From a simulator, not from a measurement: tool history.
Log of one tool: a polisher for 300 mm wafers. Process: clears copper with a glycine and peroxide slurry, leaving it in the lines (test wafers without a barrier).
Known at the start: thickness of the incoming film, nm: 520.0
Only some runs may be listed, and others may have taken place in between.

| run | hour | flow of slurry (ml/min) | pressure of the wafer on the pad (kPa) | speed of the pad under the wafer (cm/s) | overpolish time after the end point (s) | time until the end point was called (s) | dishing of a wide line in a test structure (nm) |
|---|---|---|---|---|---|---|---|
| 1 | 0 | 255 | 24.1 | 104 | 24 | 80.847 | 84.175 |
| 2 | 2 | 285 | 22.1 | 124 | 18 | 72.429 | 75.751 |
| 3 | 10.3 | 285 | 19.3 | 124 | 18 | 79.614 | 69.24 |
| 4 | 17 | 285 | 22.8 | 124 | 18 | 70.731 | 75.106 |
| 5 | 18.2 | 285 | 22.8 | 144 | 18 | 62.345 | 80.058 |
| 6 | 26.6 | 325 | 20.7 | 150 | 14 | 65.143 | 68.091 |
| 7 | 31.2 | 350 | 20.7 | 154 | 12 | 61.817 | 62.664 |
| 8 | 36.2 | 365 | 20.7 | 156 | 10 | 61.709 | 56.806 |
| 9 | 45.2 | 375 | 21.4 | 158 | 9 | 57.929 | 52.932 |
| 10 | 48.2 | 375 | 21.4 | 158 | 9 | 58.631 | 52.208 |
| 11 | 54 | 375 | 21.4 | 158 | 9 | 59.232 | 52.565 |
| 12 | 60.4 | 380 | 22.8 | 158 | 8 | 57.343 | 50.551 |
| 13 | 64.9 | 385 | 23.4 | 158 | 8 | 54.628 | 52.35 |
| 14 | 67 | 385 | 23.4 | 158 | 8 | 53.871 | 51.017 |
| 15 | 69.8 | 390 | 23.4 | 158 | 8 | 55.158 | 50.421 |
| 16 | 76 | 395 | 24.1 | 158 | 8 | 54.083 | 50.957 |

Run 17 has not been measured yet. What should we expect?
| 17 | 83.1 | 395 | 24.8 | 156 | 8 | ? | ? |

time until the end point was called (s): 53.152
dishing of a wide line in a test structure (nm): 53.43
